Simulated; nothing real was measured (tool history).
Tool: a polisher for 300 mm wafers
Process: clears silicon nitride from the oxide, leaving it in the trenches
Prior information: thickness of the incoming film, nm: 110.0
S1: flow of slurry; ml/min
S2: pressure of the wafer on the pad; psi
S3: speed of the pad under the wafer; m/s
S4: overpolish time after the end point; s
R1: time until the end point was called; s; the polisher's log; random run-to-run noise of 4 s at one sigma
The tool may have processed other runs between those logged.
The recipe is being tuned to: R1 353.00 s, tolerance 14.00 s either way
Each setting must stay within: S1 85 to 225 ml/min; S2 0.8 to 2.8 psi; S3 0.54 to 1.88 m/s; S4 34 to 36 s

run	hour	S1	S2	S3	S4	R1
1	0.0	145	1.8	1.20	34	167.49
2	1.8	140	1.6	1.16	34	189.80
3	10.7	155	1.6	1.16	34	193.15
4	13.0	155	1.6	1.16	36	184.34
5	18.5	155	1.4	1.10	36	225.67
6	21.8	155	1.3	1.08	36	248.80
7	22.6	155	1.2	1.08	36	264.23
8	30.7	155	1.1	1.08	36	289.20
9	33.7	155	1.0	1.08	36	318.86
10	35.1	150	1.0	1.08	36	317.87
11	43.3	145	1.0	1.08	36	319.02
12	46.1	140	1.0	1.08	36	321.73
13	48.1	135	1.0	1.08	36	316.71

Which one of the following 5 next-run settings gets every result inside its allowed miss? There is exactly one.
A	50.1	150	1.1	0.88	35	?
B	50.1	150	1.4	0.62	36	?
C	50.1	140	0.9	1.02	34	?
D	50.1	105	0.9	1.10	34	?
E	50.1	125	1.1	0.98	36	?

move	R1
A	350.45
B	388.31
C	372.48
D	369.68
E	327.73
A: each result inside its tolerance
B: takes the result that was furthest off past its target
C: takes the result that was furthest off past its target
D: takes the result that was furthest off past its target
E: nearer than the last run, and not there yet
The move that meets every target is A.
